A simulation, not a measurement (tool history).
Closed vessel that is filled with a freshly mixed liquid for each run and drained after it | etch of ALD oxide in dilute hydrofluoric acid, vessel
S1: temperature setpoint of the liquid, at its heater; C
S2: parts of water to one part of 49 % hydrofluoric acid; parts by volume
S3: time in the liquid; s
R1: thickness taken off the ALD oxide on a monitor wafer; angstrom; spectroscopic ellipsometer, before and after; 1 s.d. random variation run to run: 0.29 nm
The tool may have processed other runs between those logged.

run,day,S1,S2,S3,R1
1,0,21,100,75,213.71
2,0.054,21,100,75,207.95
3,0.304,19,100,75,196.72
4,0.683,21,100,75,212.56
5,0.812,22.5,100,75,222.28
6,1.154,22.5,100,75,225.65

What will run 7 give?
7,1.275,23.5,100,75,?

Run 7 came out at R1 236.81 angstrom.
